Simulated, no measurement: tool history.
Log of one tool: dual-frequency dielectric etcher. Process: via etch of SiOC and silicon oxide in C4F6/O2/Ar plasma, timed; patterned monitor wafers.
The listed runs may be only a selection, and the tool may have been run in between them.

| run | day | source power (W) | bias power (W) | etch time (s) | mean etch depth across the wafer (nm) |
|---|---|---|---|---|---|
| 1 | 0 | 360 | 206 | 37 | 43.107 |
| 2 | 0.104 | 350 | 205 | 37 | 42.407 |
| 3 | 0.154 | 350 | 186 | 37 | 40.851 |
| 4 | 0.221 | 350 | 202 | 37 | 42.453 |
| 5 | 0.508 | 410 | 202 | 37 | 44.836 |
| 6 | 0.654 | 410 | 180 | 37 | 42.774 |
| 7 | 0.921 | 400 | 179 | 37 | 42.364 |

For run 8, what comes out?
| 8 | 1.121 | 340 | 175 | 37 | ? |

{"run 8": {"mean etch depth across the wafer (nm)": 39.326}}
